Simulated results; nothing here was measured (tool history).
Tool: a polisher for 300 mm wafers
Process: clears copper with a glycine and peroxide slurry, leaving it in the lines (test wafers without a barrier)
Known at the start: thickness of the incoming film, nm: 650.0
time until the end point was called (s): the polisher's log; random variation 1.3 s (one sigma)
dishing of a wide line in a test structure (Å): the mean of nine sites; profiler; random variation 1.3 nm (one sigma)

| run | hour | flow of slurry (ml/min) | pressure of the wafer on the pad (psi) | speed of the pad under the wafer (m/s) | overpolish time after the end point (s) | time until the end point was called (s) | dishing of a wide line in a test structure (Å) |
|---|---|---|---|---|---|---|---|
| 1 | 0 | 320 | 2.9 | 0.96 | 17 | 101.76 | 714.63 |
| 2 | 1.2 | 250 | 2.9 | 0.96 | 17 | 107.92 | 720.57 |
| 3 | 8.9 | 250 | 2.2 | 0.96 | 17 | 124.83 | 579.16 |
| 4 | 15.9 | 250 | 2.2 | 0.96 | 12 | 126.99 | 429.92 |
| 5 | 17.5 | 255 | 2.7 | 1 | 11 | 102.24 | 479.08 |
| 6 | 18.3 | 255 | 3 | 1.02 | 11 | 94.753 | 512.45 |
| 7 | 22.8 | 255 | 3.3 | 1.02 | 11 | 87.71 | 569.41 |
| 8 | 24.9 | 255 | 3.5 | 1.02 | 11 | 82.087 | 596.57 |
| 9 | 28.9 | 255 | 3.7 | 1.02 | 11 | 80.495 | 602.98 |
| 10 | 35.2 | 255 | 3.9 | 1.02 | 11 | 77.501 | 646.16 |
| 11 | 43.4 | 255 | 4 | 1.02 | 11 | 75.282 | 653.73 |

The next listed run, before its measurement:
| 12 | 52.1 | 255 | 4 | 1.02 | 11 | ? | ? |

Run 12 gave time until the end point was called (s) 73.981, dishing of a wide line in a test structure (Å) 665.6.

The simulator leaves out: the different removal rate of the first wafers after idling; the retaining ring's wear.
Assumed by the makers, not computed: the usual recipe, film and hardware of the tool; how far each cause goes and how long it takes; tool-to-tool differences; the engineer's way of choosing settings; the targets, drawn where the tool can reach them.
